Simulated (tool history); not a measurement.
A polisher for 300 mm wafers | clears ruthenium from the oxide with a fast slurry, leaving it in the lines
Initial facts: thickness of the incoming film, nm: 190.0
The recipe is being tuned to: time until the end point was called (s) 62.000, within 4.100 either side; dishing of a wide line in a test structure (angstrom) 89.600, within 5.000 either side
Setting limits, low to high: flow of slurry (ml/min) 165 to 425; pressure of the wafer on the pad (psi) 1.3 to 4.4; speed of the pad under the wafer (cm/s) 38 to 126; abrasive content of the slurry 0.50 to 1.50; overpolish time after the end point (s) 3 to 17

run	hour	flow of slurry (ml/min)	pressure of the wafer on the pad (psi)	speed of the pad under the wafer (cm/s)	abrasive content of the slurry	overpolish time after the end point (s)	time until the end point was called (s)	dishing of a wide line in a test structure (angstrom)
1	0.0	275	2.8	82	1.00	9	55.041	286.720
2	3.7	245	2.8	82	1.00	9	55.164	283.390
3	7.8	230	2.7	80	1.00	8	59.318	240.710
4	9.6	170	2.7	80	1.00	8	59.922	233.410
# hour 10.3: worn pad replaced by a new one
5	10.3	170	2.7	62	1.00	8	73.458	189.930
6	19.1	170	2.7	56	1.10	7	78.082	163.840
7	26.9	170	3.0	52	0.95	6	82.134	134.660
8	33.5	170	3.3	52	0.85	5	82.242	112.560

Which single option among these 5 for the next run brings every result within its allowed miss of target? Just one does.
A	40.1	215	3.5	50	1.05	6	?	?
B	40.1	165	4.2	44	0.90	3	?	?
C	40.1	190	2.8	70	0.60	7	?	?
D	40.1	210	3.7	56	0.80	4	?	?
E	40.1	165	3.4	60	1.00	3	?	?

move	time until the end point was called (s)	dishing of a wide line in a test structure (angstrom)
A	70.651	158.620
B	76.152	75.424
C	97.869	134.560
D	72.303	105.000
E	64.206	89.101
A: lands further from the targets than the last run did
B: nearer the targets than the last run, but a result is still out of spec
C: lands further from the targets than the last run did
D: nearer the targets than the last run, but a result is still out of spec
E: hits every target within its allowed miss
Correct choice: E, which meets every target

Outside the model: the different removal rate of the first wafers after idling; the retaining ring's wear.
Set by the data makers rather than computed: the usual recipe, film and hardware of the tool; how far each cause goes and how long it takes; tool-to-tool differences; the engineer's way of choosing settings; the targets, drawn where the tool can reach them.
